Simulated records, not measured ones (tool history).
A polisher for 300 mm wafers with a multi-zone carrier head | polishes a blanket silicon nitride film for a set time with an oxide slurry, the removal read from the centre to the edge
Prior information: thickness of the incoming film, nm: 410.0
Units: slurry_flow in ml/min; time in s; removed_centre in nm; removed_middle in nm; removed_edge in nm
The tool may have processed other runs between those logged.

run	day	slurry_flow	centre_zone	middle_zone	edge_zone	slurry_solids	time	removed_centre	removed_middle	removed_edge
1	0	170	1	1	1	1	81	33.684	34.846	33.625
2	0.317	180	1.03	1.02	1.02	1.1	81	37.261	36.29	35.53
3	0.383	180	1.03	1.02	1.07	1.1	81	36.676	36.777	37.051
4	0.625	185	1.05	1.05	1.07	1.15	81	37.226	38.563	38.041
5	0.883	150	1.05	1.05	1.07	1.15	81	37.112	36.629	37.205
6	1.204	150	1.13	1.05	1.07	1.15	81	39.68	37.963	36.566
7	1.512	160	1.14	1.05	1.06	1.2	82	40.722	38.019	37.17
8	1.875	160	1.14	1.05	1.06	1.2	82	41.954	38.572	37.622
9	1.946	170	1.15	1.07	1.06	1.25	83	42.766	40.907	39.252
10	2.204	175	1.16	1.07	1.04	1.3	85	46.353	41.374	40.786
11	2.317	180	1.17	1.09	1.03	1.35	86	47.152	43.645	41.705
12	2.692	185	1.17	1.1	1.02	1.4	87	49.025	45.669	42.12
13	2.917	190	1.17	1.1	1.02	1.4	87	49.865	45.469	43.4
# day 3.058: worn pad replaced by a new one
14	3.058	195	1.17	1.11	1.02	1.4	87	56.038	52.957	47.36

Forecast run 15:
15	3.412	190	1.18	1.11	1.02	1.4	87	?	?	?

Logged for run 15: removed_centre 55.855 nm, removed_middle 51.518 nm, removed_edge 48.114 nm.
